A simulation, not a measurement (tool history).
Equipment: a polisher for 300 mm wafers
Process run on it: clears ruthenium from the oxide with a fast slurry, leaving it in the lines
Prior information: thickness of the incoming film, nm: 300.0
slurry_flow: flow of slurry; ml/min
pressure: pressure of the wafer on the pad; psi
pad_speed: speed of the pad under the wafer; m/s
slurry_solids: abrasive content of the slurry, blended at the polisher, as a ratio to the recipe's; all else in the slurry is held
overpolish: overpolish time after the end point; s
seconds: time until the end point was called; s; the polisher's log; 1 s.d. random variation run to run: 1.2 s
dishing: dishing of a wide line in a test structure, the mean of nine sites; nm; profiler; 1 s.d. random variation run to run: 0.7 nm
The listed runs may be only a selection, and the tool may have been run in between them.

run	hour	slurry_flow	pressure	pad_speed	slurry_solids	overpolish	seconds	dishing
1	0.0	270	3.2	1.26	1.00	28	43.225	100.750
2	2.3	270	3.2	1.12	1.00	28	49.407	92.503
3	4.7	270	3.2	1.12	0.85	28	55.804	87.232
4	11.2	270	3.2	1.12	0.85	22	54.193	75.485
5	13.9	285	3.1	1.08	0.80	20	59.730	64.007
6	21.3	285	2.5	1.08	0.80	20	72.847	57.187

Run 7 is up next; what results do you expect?
7	26.0	285	1.6	1.26	0.80	8	?	?

{"run 7": {"seconds": 95.613, "dishing": 21.284}}
